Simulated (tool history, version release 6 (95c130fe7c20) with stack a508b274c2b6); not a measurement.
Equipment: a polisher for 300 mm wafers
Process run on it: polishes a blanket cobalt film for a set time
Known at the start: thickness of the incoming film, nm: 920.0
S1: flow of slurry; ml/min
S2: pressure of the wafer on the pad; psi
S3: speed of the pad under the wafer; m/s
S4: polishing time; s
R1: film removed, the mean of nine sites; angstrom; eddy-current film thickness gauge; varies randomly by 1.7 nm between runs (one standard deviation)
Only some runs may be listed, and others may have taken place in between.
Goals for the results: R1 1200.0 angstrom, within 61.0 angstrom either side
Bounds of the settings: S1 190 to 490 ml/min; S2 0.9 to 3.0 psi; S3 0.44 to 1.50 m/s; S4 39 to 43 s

| run | hour | S1 | S2 | S3 | S4 | R1 |
|---|---|---|---|---|---|---|
| 1 | 0.0 | 315 | 1.9 | 0.96 | 43 | 2204.6 |
| 2 | 3.0 | 315 | 2.1 | 0.96 | 43 | 2361.9 |
| 3 | 10.0 | 315 | 1.8 | 0.92 | 43 | 1960.4 |
| 4 | 13.6 | 315 | 1.6 | 0.90 | 43 | 1744.6 |
| 5 | 22.4 | 315 | 1.4 | 0.90 | 43 | 1556.9 |
| 6 | 28.1 | 370 | 1.4 | 0.90 | 43 | 1533.4 |
| 7 | 32.3 | 370 | 1.4 | 0.90 | 43 | 1532.6 |
| 8 | 35.7 | 370 | 1.3 | 0.90 | 43 | 1423.1 |
| 9 | 41.5 | 370 | 1.2 | 0.90 | 43 | 1339.6 |

Of the 4 settings listed for the next run, only one would bring every result within its allowed miss of target. Which one?
| A | 47.3 | 340 | 1.3 | 0.90 | 43 | ? |
| B | 47.3 | 360 | 1.3 | 0.92 | 43 | ? |
| C | 47.3 | 265 | 1.4 | 0.78 | 39 | ? |
| D | 47.3 | 375 | 1.1 | 1.04 | 43 | ? |

| move | R1 |
|---|---|
| A | 1474.1 |
| B | 1510.8 |
| C | 1227.5 |
| D | 1466.1 |
A: its largest miss is bigger than the last run's
B: its largest miss is bigger than the last run's
C: in spec on every target
D: its largest miss is bigger than the last run's
C meets every target.

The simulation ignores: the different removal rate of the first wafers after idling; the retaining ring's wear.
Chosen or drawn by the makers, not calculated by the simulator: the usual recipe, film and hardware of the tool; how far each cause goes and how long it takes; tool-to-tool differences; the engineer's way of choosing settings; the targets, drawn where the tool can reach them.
